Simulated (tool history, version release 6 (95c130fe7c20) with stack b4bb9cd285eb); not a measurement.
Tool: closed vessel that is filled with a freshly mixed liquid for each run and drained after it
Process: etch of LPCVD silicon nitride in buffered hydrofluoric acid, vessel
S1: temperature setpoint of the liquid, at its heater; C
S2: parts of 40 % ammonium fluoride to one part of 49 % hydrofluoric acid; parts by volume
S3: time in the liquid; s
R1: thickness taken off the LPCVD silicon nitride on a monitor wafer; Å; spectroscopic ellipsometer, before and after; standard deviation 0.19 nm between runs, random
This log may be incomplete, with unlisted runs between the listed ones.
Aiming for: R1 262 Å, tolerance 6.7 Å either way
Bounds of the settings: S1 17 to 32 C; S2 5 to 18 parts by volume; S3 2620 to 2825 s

run    day    S1  S2    S3      R1
  1      0    24  11  2620  318.01
  2  0.242    23  11  2620  301.73
  3   0.35    21  11  2620  269.76
  4  0.604    21   9  2620  319.62
  5  0.988    21   9  2825   339.6
  6    1.3    20   9  2825  318.65
  7  1.625  19.5   9  2825  309.91
  8  1.846    19   9  2825  307.12
  9  1.988  18.5   9  2825  296.73
 10  2.329    18   9  2825  285.94
 11  2.512  17.5   9  2825  280.44
 12  2.821  17.5   9  2825  278.45
 13  2.892    17   9  2825  272.26

Of the 4 settings listed for the next run, only one would bring every result within its allowed miss of target. Which one?
  A  2.962    17   9.5  2665   ?
  B  2.962    17     9  2735   ?
  C  2.962    19  11.5  2825   ?
  D  2.962  18.5     9  2620   ?

move      R1
   A  246.58
   B  261.81
   C  247.35
   D  273.12
A: the result that was furthest off in the last run now lies on the other side of its target
B: hits every target within its allowed miss
C: the result that was furthest off in the last run now lies on the other side of its target
D: further off than the last run
The move that meets every target is B.
